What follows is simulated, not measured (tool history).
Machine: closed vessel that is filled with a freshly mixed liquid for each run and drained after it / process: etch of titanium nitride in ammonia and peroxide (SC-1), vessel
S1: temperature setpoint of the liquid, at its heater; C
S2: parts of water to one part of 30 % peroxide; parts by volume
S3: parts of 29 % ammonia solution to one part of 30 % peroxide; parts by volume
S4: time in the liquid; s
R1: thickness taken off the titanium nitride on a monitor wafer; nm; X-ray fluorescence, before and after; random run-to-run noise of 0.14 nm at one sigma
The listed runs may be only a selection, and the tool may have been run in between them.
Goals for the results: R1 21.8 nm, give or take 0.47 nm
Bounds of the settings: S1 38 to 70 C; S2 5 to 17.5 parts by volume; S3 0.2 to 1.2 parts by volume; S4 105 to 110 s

run,hour,S1,S2,S3,S4,R1
1,0,54,9.5,1,105,17.058
2,8.9,54.5,9.5,1,105,17.558
3,11.5,54.5,9.5,1.2,105,18.097
4,19.6,54.5,9.5,1.2,110,19.157
5,21.1,55,9.5,1.2,110,19.77
6,26.4,55,11.5,1.2,110,17.888
7,29.4,55,11.5,1.2,110,17.914
8,33.3,58.5,11.5,1.2,110,22.64

Exercise: of the 5 proposed moves below, exactly one satisfies all targets within the stated allowed misses. Which move is it?
A,37.2,60.5,14.5,1.2,105,?
B,37.2,60.5,14,1.05,110,?
C,37.2,58.5,10.5,1.2,105,?
D,37.2,56,8,1.2,110,?
E,37.2,57.5,9,1.2,105,?

move,R1
A,21.863
B,22.831
C,22.616
D,22.901
E,22.835
A: each result inside its tolerance
B: misses by more than the last run did
C: about the same distance from the targets as the last run
D: misses by more than the last run did
E: misses by more than the last run did
Answer: A
